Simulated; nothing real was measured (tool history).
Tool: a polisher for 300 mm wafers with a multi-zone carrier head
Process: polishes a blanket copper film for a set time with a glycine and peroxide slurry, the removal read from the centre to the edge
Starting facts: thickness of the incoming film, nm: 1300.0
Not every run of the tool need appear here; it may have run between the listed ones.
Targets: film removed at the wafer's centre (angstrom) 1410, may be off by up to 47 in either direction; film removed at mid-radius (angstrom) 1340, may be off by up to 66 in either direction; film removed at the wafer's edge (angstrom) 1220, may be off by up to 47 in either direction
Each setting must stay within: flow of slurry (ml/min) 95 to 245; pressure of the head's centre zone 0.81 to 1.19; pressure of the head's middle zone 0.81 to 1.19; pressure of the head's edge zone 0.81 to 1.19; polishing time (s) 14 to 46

run  hour  flow of slurry (ml/min)  pressure of the head's centre zone  pressure of the head's middle zone  pressure of the head's edge zone  polishing time (s)  film removed at the wafer's centre (angstrom)  film removed at mid-radius (angstrom)  film removed at the wafer's edge (angstrom)
  1     0                      155                                   1                                   1                                 1                  30                                         1772.5                                 1764.2                                       1735.9
  2     4                      125                                   1                                   1                                 1                  30                                         1691.6                                 1673.5                                       1728.3
  3  10.9                      140                                   1                                0.99                              0.98                  28                                         1621.8                                 1578.3                                       1604.8
  4  19.8                      140                                   1                                0.99                              1.05                  28                                         1609.6                                 1588.3                                       1637.9
  5  24.2                      155                                   1                                0.99                              1.05                  28                                         1641.2                                 1652.5                                       1700.5
  6  26.6                      155                                   1                                0.92                              1.05                  28                                         1640.3                                 1535.3                                         1637
  7  29.5                      175                                1.02                                0.95                              0.95                  21                                         1283.6                                 1218.5                                       1237.5
  8  32.8                      185                                1.03                                0.96                              0.93                  21                                         1324.3                                 1237.2                                       1214.9

Which one of the following 5 next-run settings gets every result inside its allowed miss? There is exactly one.
  A  36.1                      180                                0.99                                1.07                              0.92                  21                                              ?                                      ?                                            ?
  B  36.1                      245                                1.05                                1.02                               0.9                  21                                              ?                                      ?                                            ?
  C  36.1                      180                                0.97                                1.06                              0.95                  23                                              ?                                      ?                                            ?
  D  36.1                      220                                0.95                                1.17                              0.93                  20                                              ?                                      ?                                            ?
  E  36.1                      170                                0.98                                1.09                              1.01                  20                                              ?                                      ?                                            ?

move  film removed at the wafer's centre (angstrom)  film removed at mid-radius (angstrom)  film removed at the wafer's edge (angstrom)
   A                                         1257.2                                   1358                                         1193
   B                                         1401.4                                 1363.8                                       1221.6
   C                                         1348.8                                 1475.7                                       1326.5
   D                                         1189.4                                 1438.6                                       1166.6
   E                                           1172                                 1300.3                                       1178.6
A: further off than the last run
B: in spec on every target
C: further off than the last run
D: further off than the last run
E: further off than the last run
The right move is B.
